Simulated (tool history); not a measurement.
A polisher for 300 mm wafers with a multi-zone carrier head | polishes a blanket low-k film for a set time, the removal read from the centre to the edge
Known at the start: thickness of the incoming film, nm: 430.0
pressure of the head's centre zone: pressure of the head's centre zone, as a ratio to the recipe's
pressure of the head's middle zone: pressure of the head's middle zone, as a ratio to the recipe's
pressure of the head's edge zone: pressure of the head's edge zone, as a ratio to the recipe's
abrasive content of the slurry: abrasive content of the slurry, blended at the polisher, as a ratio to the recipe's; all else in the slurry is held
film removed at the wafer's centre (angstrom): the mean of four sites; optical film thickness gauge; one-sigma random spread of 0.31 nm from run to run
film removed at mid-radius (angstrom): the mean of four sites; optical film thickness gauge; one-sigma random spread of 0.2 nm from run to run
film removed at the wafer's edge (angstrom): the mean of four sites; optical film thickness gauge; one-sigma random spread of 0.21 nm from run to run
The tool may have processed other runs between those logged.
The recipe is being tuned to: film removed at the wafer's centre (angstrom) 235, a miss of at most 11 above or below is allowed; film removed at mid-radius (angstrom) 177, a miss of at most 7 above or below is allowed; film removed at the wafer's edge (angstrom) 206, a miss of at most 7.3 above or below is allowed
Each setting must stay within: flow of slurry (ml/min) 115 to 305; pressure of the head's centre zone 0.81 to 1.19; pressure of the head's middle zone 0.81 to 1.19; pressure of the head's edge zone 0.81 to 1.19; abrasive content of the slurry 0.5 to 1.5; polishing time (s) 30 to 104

| run | hour | flow of slurry (ml/min) | pressure of the head's centre zone | pressure of the head's middle zone | pressure of the head's edge zone | abrasive content of the slurry | polishing time (s) | film removed at the wafer's centre (angstrom) | film removed at mid-radius (angstrom) | film removed at the wafer's edge (angstrom) |
|---|---|---|---|---|---|---|---|---|---|---|
| 1 | 0 | 195 | 1 | 1 | 1 | 1 | 67 | 324.47 | 315.75 | 328.28 |
| 2 | 3.8 | 195 | 1 | 1.06 | 1 | 1 | 67 | 328.5 | 333.58 | 321.43 |
| 3 | 7.3 | 195 | 1.05 | 1.06 | 1 | 1 | 67 | 345.78 | 333.61 | 320.16 |
| 4 | 10.5 | 195 | 1.05 | 1.06 | 1 | 0.85 | 67 | 319.61 | 303.66 | 297.41 |
| 5 | 13.1 | 190 | 1.07 | 1.03 | 0.98 | 0.8 | 65 | 293.98 | 283.72 | 272.55 |
| 6 | 21 | 155 | 1.07 | 1.03 | 0.98 | 0.8 | 65 | 290.75 | 266.09 | 273.18 |
| 7 | 27.9 | 135 | 1.12 | 0.93 | 0.9 | 0.55 | 56 | 193.76 | 159.69 | 169.33 |
| 8 | 33.8 | 150 | 1.13 | 0.93 | 0.94 | 0.55 | 56 | 200.46 | 162.99 | 174.74 |
| 9 | 34.7 | 155 | 1.14 | 0.93 | 0.98 | 0.55 | 56 | 201.9 | 163.23 | 176.94 |
| 10 | 42.9 | 160 | 1.15 | 0.93 | 1.01 | 0.6 | 56 | 221.7 | 177.45 | 193.33 |
| 11 | 49.1 | 155 | 1.16 | 0.92 | 1.03 | 0.6 | 56 | 224.26 | 175.09 | 196.4 |
| 12 | 53.5 | 155 | 1.17 | 0.92 | 1.04 | 0.6 | 56 | 224.15 | 174.31 | 194.46 |
| 13 | 55 | 175 | 1.18 | 0.89 | 1.09 | 0.7 | 56 | 259.27 | 193.4 | 222.09 |
| 14 | 58.6 | 165 | 1.18 | 0.89 | 1.08 | 0.7 | 56 | 255.25 | 191.61 | 224.99 |
| 15 | 66.1 | 160 | 1.18 | 0.89 | 1.06 | 0.7 | 56 | 257.76 | 189.76 | 221.8 |
| 16 | 69.2 | 160 | 1.17 | 0.89 | 1.05 | 0.7 | 56 | 251.11 | 190.5 | 221.74 |
| 17 | 74.3 | 160 | 1.17 | 0.89 | 1.04 | 0.7 | 56 | 247.69 | 193.58 | 219.43 |
| 18 | 75.3 | 160 | 1.17 | 0.88 | 1.04 | 0.7 | 56 | 247.65 | 187.6 | 218.99 |
| 19 | 77.3 | 160 | 1.17 | 0.88 | 1.03 | 0.7 | 56 | 248.35 | 187.38 | 216.2 |
| 20 | 84.8 | 155 | 1.17 | 0.88 | 1.02 | 0.7 | 56 | 252.98 | 190.03 | 214.48 |
| 21 | 92.7 | 155 | 1.16 | 0.87 | 1.02 | 0.7 | 56 | 246.45 | 187.78 | 216.68 |
| 22 | 100.3 | 140 | 1.15 | 0.84 | 0.97 | 0.65 | 56 | 225.33 | 165.27 | 196.96 |
| 23 | 101.2 | 145 | 1.15 | 0.84 | 0.98 | 0.65 | 56 | 228.29 | 170.62 | 199.08 |

Exercise: of the 5 proposed moves below, exactly one satisfies all targets within the stated allowed misses. Which move is it?
| A | 102.1 | 170 | 1.19 | 0.83 | 1.1 | 0.65 | 53 | ? | ? | ? |
| B | 102.1 | 165 | 1.07 | 0.87 | 0.97 | 0.75 | 49 | ? | ? | ? |
| C | 102.1 | 150 | 1.19 | 0.86 | 0.97 | 0.5 | 66 | ? | ? | ? |
| D | 102.1 | 115 | 1.18 | 0.87 | 0.99 | 0.75 | 54 | ? | ? | ? |
| E | 102.1 | 125 | 1.07 | 0.84 | 1.05 | 0.75 | 55 | ? | ? | ? |

| move | film removed at the wafer's centre (angstrom) | film removed at mid-radius (angstrom) | film removed at the wafer's edge (angstrom) |
|---|---|---|---|
| A | 229.31 | 165.48 | 201.97 |
| B | 208.42 | 174.2 | 192.56 |
| C | 227.51 | 169.52 | 190.22 |
| D | 233.19 | 178.31 | 203.4 |
| E | 219.96 | 179.95 | 216.02 |
A: brings the last run's worst result on target, with another outside its allowed miss
B: further off than the last run
C: further off than the last run
D: every result lands within tolerance
E: the result that was furthest off in the last run now lies on the other side of its target
Move D is the one to make.

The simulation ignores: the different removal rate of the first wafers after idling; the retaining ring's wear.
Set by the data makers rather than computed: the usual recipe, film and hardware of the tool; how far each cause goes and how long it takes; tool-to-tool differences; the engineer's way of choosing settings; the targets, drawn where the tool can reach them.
